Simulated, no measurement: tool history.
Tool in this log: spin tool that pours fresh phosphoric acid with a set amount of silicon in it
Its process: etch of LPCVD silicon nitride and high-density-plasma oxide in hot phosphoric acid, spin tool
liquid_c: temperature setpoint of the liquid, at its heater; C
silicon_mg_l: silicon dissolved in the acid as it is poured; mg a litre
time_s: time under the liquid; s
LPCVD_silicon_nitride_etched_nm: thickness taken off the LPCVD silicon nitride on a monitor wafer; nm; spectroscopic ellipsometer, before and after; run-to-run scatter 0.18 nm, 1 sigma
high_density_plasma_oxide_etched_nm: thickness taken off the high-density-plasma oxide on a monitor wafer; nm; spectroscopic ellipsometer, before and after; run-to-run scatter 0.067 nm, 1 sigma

| run | hour | liquid_c | silicon_mg_l | time_s | LPCVD_silicon_nitride_etched_nm | high_density_plasma_oxide_etched_nm |
|---|---|---|---|---|---|---|
| 1 | 0.0 | 159.0 | 9.0 | 180 | 17.658 | 0.41154 |
| 2 | 1.6 | 159.0 | 9.0 | 225 | 21.955 | 0.49343 |
| 3 | 9.3 | 159.5 | 8.0 | 235 | 23.335 | 0.55316 |
| 4 | 12.2 | 159.5 | 11.5 | 235 | 23.500 | 0.50401 |
| 5 | 13.0 | 160.0 | 10.5 | 245 | 24.784 | 0.59200 |
| 6 | 18.2 | 160.5 | 10.0 | 255 | 26.312 | 0.55893 |
| 7 | 23.4 | 160.0 | 8.0 | 265 | 26.772 | 0.74936 |
| 8 | 32.3 | 160.5 | 8.5 | 275 | 28.320 | 0.68838 |
| 9 | 39.1 | 160.5 | 8.0 | 285 | 29.301 | 0.75555 |
| 10 | 47.2 | 160.5 | 7.5 | 290 | 29.902 | 0.79994 |

Expected results for the next run?
| 11 | 53.4 | 160.5 | 7.5 | 290 | ? | ? |

{"run 11": {"LPCVD_silicon_nitride_etched_nm": 29.847, "high_density_plasma_oxide_etched_nm": 0.76831}}
